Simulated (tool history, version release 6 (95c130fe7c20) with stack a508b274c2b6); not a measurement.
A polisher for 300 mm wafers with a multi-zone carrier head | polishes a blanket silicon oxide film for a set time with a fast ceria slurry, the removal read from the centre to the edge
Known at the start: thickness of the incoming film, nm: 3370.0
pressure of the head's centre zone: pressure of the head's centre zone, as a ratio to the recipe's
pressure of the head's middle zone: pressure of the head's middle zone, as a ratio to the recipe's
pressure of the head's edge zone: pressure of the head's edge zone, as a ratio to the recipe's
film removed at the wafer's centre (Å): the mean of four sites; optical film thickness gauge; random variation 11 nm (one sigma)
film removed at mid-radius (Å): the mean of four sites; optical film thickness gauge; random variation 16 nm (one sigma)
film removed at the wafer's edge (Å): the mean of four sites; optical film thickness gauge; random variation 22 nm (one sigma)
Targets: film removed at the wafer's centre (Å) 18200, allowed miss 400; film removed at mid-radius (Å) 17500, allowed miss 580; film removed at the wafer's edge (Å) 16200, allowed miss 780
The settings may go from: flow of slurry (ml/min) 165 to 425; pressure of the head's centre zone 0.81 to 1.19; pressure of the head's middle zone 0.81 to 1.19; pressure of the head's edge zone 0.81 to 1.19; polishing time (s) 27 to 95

| run | hour | flow of slurry (ml/min) | pressure of the head's centre zone | pressure of the head's middle zone | pressure of the head's edge zone | polishing time (s) | film removed at the wafer's centre (Å) | film removed at mid-radius (Å) | film removed at the wafer's edge (Å) |
|---|---|---|---|---|---|---|---|---|---|
| 1 | 0 | 275 | 1 | 1 | 1 | 61 | 14102 | 13557 | 13413 |
| 2 | 4.6 | 290 | 1.04 | 1.05 | 1.04 | 63 | 15142 | 14653 | 14277 |
| 3 | 5.3 | 305 | 1.08 | 1.09 | 1.06 | 64 | 16173 | 15113 | 14415 |
| 4 | 9.6 | 310 | 1.09 | 1.11 | 1.08 | 66 | 16972 | 16196 | 15050 |
| 5 | 17.9 | 320 | 1.1 | 1.12 | 1.11 | 67 | 17413 | 16293 | 15947 |
| 6 | 23.3 | 330 | 1.11 | 1.14 | 1.11 | 67 | 17593 | 16912 | 15756 |
| 7 | 30 | 340 | 1.12 | 1.15 | 1.12 | 67 | 17853 | 16790 | 15715 |
| 8 | 30.9 | 340 | 1.12 | 1.16 | 1.13 | 67 | 17584 | 16958 | 15778 |

Which of these 4 next moves meets every target?
| A | 31.8 | 325 | 1.03 | 1.18 | 1.17 | 70 | ? | ? | ? |
| B | 31.8 | 315 | 1.11 | 1.16 | 1.15 | 66 | ? | ? | ? |
| C | 31.8 | 305 | 1.1 | 1.15 | 1.1 | 71 | ? | ? | ? |
| D | 31.8 | 380 | 1.09 | 1.12 | 1.13 | 67 | ? | ? | ? |

| move | film removed at the wafer's centre (Å) | film removed at mid-radius (Å) | film removed at the wafer's edge (Å) |
|---|---|---|---|
| A | 17066 | 18179 | 16310 |
| B | 17282 | 16867 | 15228 |
| C | 18356 | 17973 | 16027 |
| D | 17545 | 16975 | 15546 |
A: further off than the last run
B: further off than the last run
C: meets every target
D: further off than the last run
Answer: C

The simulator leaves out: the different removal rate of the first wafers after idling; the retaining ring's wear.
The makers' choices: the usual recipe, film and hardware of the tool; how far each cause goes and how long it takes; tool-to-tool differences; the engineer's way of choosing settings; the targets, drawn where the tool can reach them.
